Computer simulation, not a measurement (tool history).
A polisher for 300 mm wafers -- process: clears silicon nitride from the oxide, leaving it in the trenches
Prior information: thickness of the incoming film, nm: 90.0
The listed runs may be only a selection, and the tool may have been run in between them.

| run | day | flow of slurry (ml/min) | pressure of the wafer on the pad (psi) | speed of the pad under the wafer (m/s) | overpolish time after the end point (s) | time until the end point was called (s) |
|---|---|---|---|---|---|---|
| 1 | 0 | 295 | 2 | 0.88 | 7 | 168.3 |
| 2 | 0.325 | 295 | 1.8 | 0.86 | 7 | 192.38 |
| 3 | 0.571 | 295 | 1.6 | 0.86 | 7 | 210.92 |
| 4 | 0.888 | 295 | 1.6 | 0.86 | 7 | 215 |
| 5 | 1.212 | 295 | 1.6 | 0.86 | 7 | 216.66 |
| 6 | 1.504 | 295 | 1.9 | 0.86 | 7 | 184.65 |
| 7 | 1.754 | 295 | 1.7 | 0.84 | 7 | 201.18 |

Estimate the outcome of run 8 from the log above:
| 8 | 1.833 | 295 | 1.5 | 0.82 | 7 | ? |

{"run 8": {"time until the end point was called (s)": 235.04}}
